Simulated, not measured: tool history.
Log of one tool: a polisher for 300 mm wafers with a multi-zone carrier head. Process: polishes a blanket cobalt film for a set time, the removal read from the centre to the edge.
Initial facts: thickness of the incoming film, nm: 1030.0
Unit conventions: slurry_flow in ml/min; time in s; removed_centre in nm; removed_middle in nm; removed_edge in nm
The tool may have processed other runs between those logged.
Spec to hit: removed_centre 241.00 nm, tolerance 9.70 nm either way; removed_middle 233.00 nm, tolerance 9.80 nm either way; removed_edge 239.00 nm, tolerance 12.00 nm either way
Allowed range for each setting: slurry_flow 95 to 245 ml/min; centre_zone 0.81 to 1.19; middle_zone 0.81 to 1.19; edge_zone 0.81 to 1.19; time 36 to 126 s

run 1 hour=0.0 | slurry_flow=155 centre_zone=1.00 middle_zone=1.00 edge_zone=1.00 time=81 | removed_centre=326.32 removed_middle=340.98 removed_edge=340.62
run 2 hour=2.9 | slurry_flow=150 centre_zone=1.00 middle_zone=0.98 edge_zone=0.97 time=75 | removed_centre=302.00 removed_middle=307.08 removed_edge=295.45
run 3 hour=4.2 | slurry_flow=140 centre_zone=0.98 middle_zone=0.94 edge_zone=0.96 time=73 | removed_centre=284.67 removed_middle=285.85 removed_edge=294.48
run 4 hour=5.2 | slurry_flow=120 centre_zone=0.98 middle_zone=0.94 edge_zone=0.96 time=73 | removed_centre=272.22 removed_middle=272.89 removed_edge=285.49
run 5 hour=7.1 | slurry_flow=115 centre_zone=0.98 middle_zone=0.93 edge_zone=0.94 time=71 | removed_centre=253.22 removed_middle=254.03 removed_edge=277.32
run 6 hour=11.1 | slurry_flow=115 centre_zone=0.98 middle_zone=0.87 edge_zone=0.94 time=71 | removed_centre=258.40 removed_middle=241.90 removed_edge=270.59
run 7 hour=18.3 | slurry_flow=120 centre_zone=0.98 middle_zone=0.88 edge_zone=0.91 time=69 | removed_centre=259.99 removed_middle=241.72 removed_edge=262.37
run 8 hour=26.7 | slurry_flow=115 centre_zone=0.98 middle_zone=0.89 edge_zone=0.89 time=68 | removed_centre=248.15 removed_middle=239.11 removed_edge=254.26

Pick the move, out of 5, that brings all results within their allowed miss; only one does.
run A hour=35.1 | slurry_flow=95 centre_zone=1.01 middle_zone=0.92 edge_zone=0.82 time=69 | removed_centre=? removed_middle=? removed_edge=?
run B hour=35.1 | slurry_flow=95 centre_zone=0.91 middle_zone=0.83 edge_zone=1.02 time=68 | removed_centre=? removed_middle=? removed_edge=?
run C hour=35.1 | slurry_flow=150 centre_zone=1.06 middle_zone=0.97 edge_zone=0.81 time=62 | removed_centre=? removed_middle=? removed_edge=?
run D hour=35.1 | slurry_flow=95 centre_zone=0.93 middle_zone=0.95 edge_zone=1.04 time=68 | removed_centre=? removed_middle=? removed_edge=?
run E hour=35.1 | slurry_flow=125 centre_zone=0.93 middle_zone=0.86 edge_zone=0.89 time=70 | removed_centre=? removed_middle=? removed_edge=?

move=A removed_centre=244.87 removed_middle=231.82 removed_edge=232.85
move=B removed_centre=217.11 removed_middle=209.90 removed_edge=254.17
move=C removed_centre=267.40 removed_middle=247.12 removed_edge=226.93
move=D removed_centre=222.10 removed_middle=234.69 removed_edge=256.19
move=E removed_centre=251.91 removed_middle=242.07 removed_edge=259.70
A: every result within its allowed miss
B: lands further from the targets than the last run did
C: carries the result that was furthest off beyond its target, to the other side
D: lands further from the targets than the last run did
E: lands further from the targets than the last run did
The right move is A.
